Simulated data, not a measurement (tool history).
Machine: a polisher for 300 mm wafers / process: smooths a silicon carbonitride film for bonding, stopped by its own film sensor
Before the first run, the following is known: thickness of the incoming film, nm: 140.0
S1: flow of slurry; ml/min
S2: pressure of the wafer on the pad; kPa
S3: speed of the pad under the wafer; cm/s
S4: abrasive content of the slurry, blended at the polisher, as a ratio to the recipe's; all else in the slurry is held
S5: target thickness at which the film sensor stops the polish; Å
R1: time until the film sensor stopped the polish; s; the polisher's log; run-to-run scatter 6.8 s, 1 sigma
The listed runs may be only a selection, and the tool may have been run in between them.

run  hour   S1    S2  S3   S4    S5      R1
  1   0.0  225  11.7  70  1.0  1130  184.07
  2   5.2  225  10.3  68  1.0  1130  214.70
  3   5.8  200  10.3  68  1.0  1130  224.19
  4   9.7  195   9.7  68  1.0  1130  233.18
  5  15.7  195   9.7  68  1.0  1120  239.93
  6  23.7  195   9.0  66  1.0  1120  260.70

Estimate the outcome of run 7 from the log above:
  7  27.2  195  8.3  66  1.0  1120   ?

R1: 275.20 s

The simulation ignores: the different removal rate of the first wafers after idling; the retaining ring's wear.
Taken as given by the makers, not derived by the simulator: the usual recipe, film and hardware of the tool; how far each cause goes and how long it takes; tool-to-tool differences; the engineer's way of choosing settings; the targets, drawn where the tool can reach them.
